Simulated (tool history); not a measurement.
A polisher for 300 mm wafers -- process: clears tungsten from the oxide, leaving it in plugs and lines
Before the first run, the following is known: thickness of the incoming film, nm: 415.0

| run | hour | flow of slurry (ml/min) | pressure of the wafer on the pad (psi) | speed of the pad under the wafer (cm/s) | abrasive content of the slurry | overpolish time after the end point (s) | time until the end point was called (s) |
|---|---|---|---|---|---|---|---|
| 1 | 0.0 | 150 | 3.1 | 88 | 1.00 | 18 | 144.76 |
| 2 | 8.5 | 150 | 3.1 | 88 | 1.00 | 19 | 144.68 |
| 3 | 9.9 | 150 | 3.1 | 70 | 1.00 | 19 | 166.62 |
| 4 | 11.9 | 150 | 3.1 | 70 | 0.85 | 19 | 172.34 |
| 5 | 12.9 | 150 | 3.4 | 72 | 0.85 | 19 | 157.77 |
| 6 | 17.7 | 150 | 3.7 | 74 | 0.85 | 19 | 147.10 |
| 7 | 19.8 | 150 | 3.9 | 78 | 0.85 | 19 | 131.79 |
| 8 | 28.3 | 150 | 4.1 | 80 | 0.85 | 19 | 125.79 |

Run 9 comes next. What will it give?
| 9 | 37.0 | 150 | 4.2 | 82 | 0.85 | 19 | ? |

time until the end point was called (s): 117.43
